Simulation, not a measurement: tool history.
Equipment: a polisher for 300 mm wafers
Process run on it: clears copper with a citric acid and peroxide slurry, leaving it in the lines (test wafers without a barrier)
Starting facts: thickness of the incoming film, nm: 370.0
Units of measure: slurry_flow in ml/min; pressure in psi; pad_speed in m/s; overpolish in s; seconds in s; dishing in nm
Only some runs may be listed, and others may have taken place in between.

run 1 hour=0 | slurry_flow=125 pressure=3.7 pad_speed=1.12 slurry_solids=1 overpolish=16 | seconds=109.48 dishing=39.242
run 2 hour=7.6 | slurry_flow=125 pressure=3.7 pad_speed=1.12 slurry_solids=1 overpolish=10 | seconds=107.88 dishing=24.816
run 3 hour=11.5 | slurry_flow=120 pressure=3.2 pad_speed=1.06 slurry_solids=1 overpolish=10 | seconds=130.01 dishing=21.187
run 4 hour=15.1 | slurry_flow=105 pressure=3.2 pad_speed=1.06 slurry_solids=1 overpolish=10 | seconds=138.08 dishing=20.216
run 5 hour=17.7 | slurry_flow=105 pressure=3.6 pad_speed=1.06 slurry_solids=1 overpolish=10 | seconds=120.59 dishing=21.797
run 6 hour=20.9 | slurry_flow=100 pressure=3.2 pad_speed=1.02 slurry_solids=1 overpolish=10 | seconds=142.68 dishing=19.406
run 7 hour=24.4 | slurry_flow=100 pressure=2.9 pad_speed=1 slurry_solids=1 overpolish=10 | seconds=161.91 dishing=17.375

For run 8, what comes out?
run 8 hour=32.8 | slurry_flow=100 pressure=2.7 pad_speed=1 slurry_solids=1 overpolish=10 | seconds=? dishing=?

seconds: 168.27 s
dishing: 16.159 nm

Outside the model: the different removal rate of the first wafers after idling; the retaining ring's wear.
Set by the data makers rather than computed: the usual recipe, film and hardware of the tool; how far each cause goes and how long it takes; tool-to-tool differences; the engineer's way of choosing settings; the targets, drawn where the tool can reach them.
